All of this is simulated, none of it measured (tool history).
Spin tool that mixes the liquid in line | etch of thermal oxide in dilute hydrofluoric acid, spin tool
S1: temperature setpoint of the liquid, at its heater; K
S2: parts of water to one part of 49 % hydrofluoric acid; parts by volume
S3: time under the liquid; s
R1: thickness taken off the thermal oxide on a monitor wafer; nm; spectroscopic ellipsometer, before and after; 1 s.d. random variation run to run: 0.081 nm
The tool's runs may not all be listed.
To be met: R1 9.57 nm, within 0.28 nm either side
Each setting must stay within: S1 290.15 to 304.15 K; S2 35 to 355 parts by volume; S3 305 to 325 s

| run | day | S1 | S2 | S3 | R1 |
|---|---|---|---|---|---|
| 1 | 0 | 296.15 | 195 | 305 | 6.5997 |
| 2 | 0.304 | 296.15 | 235 | 305 | 5.2291 |
| 3 | 0.375 | 296.15 | 170 | 305 | 7.7888 |
| 4 | 0.704 | 296.15 | 170 | 305 | 7.6087 |
| 5 | 0.829 | 296.15 | 235 | 305 | 5.2325 |
| 6 | 1.062 | 297.65 | 220 | 305 | 6.0821 |
| 7 | 1.217 | 299.15 | 210 | 305 | 6.6776 |
| 8 | 1.383 | 300.15 | 200 | 305 | 7.4012 |
| 9 | 1.7 | 300.15 | 200 | 305 | 7.3932 |
| 10 | 1.95 | 301.15 | 195 | 305 | 7.8937 |
| 11 | 1.975 | 301.15 | 195 | 305 | 7.9304 |
| 12 | 2.042 | 301.65 | 190 | 305 | 8.2782 |
| 13 | 2.221 | 302.15 | 185 | 305 | 8.7589 |
| 14 | 2.262 | 302.65 | 185 | 305 | 8.8373 |

Exercise: of the 5 proposed moves below, exactly one satisfies all targets within the stated allowed misses. Which move is it?
| A | 2.304 | 302.65 | 190 | 315 | ? |
| B | 2.304 | 303.65 | 190 | 305 | ? |
| C | 2.304 | 303.15 | 195 | 320 | ? |
| D | 2.304 | 301.15 | 165 | 305 | ? |
| E | 2.304 | 301.15 | 195 | 325 | ? |

| move | R1 |
|---|---|
| A | 8.8097 |
| B | 8.8324 |
| C | 8.8189 |
| D | 9.6014 |
| E | 8.3498 |
A: no nearer and no further than the last run
B: no nearer and no further than the last run
C: no nearer and no further than the last run
D: all results in spec
E: misses by more than the last run did
Go with D: it meets all targets.
